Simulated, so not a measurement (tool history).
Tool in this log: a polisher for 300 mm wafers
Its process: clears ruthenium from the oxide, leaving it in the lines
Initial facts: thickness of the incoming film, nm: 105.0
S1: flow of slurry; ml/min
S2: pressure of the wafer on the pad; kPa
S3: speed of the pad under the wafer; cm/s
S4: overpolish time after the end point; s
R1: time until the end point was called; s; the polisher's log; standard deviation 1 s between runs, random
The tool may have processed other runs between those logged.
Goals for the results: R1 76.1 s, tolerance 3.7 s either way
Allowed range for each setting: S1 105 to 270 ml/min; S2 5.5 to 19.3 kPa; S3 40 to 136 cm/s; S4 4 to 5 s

run	day	S1	S2	S3	S4	R1
1	0	175	12.4	88	5	117.52
2	0.2	175	10.3	88	5	140.17
3	0.396	205	10.3	88	5	139.67
4	0.512	205	11.7	88	5	125.55
5	0.621	205	12.4	88	5	117.73
6	0.658	205	12.4	88	5	116.77
7	0.775	205	13.1	88	5	109.49
8	0.946	205	13.8	88	5	105.68
9	1.042	210	17.2	92	5	82.833

Which one of the following 4 next-run settings gets every result inside its allowed miss? There is exactly one.
A	1.138	225	18.6	106	4	?
B	1.138	230	19.3	102	5	?
C	1.138	225	17.2	114	4	?
D	1.138	245	17.2	96	4	?

move	R1
A	67.808
B	67.201
C	69.114
D	78.023
A: the result that was furthest off in the last run now lies on the other side of its target
B: the result that was furthest off in the last run now lies on the other side of its target
C: the result that was furthest off in the last run now lies on the other side of its target
D: every result within its allowed miss
D is the move that brings every result within its allowed miss.
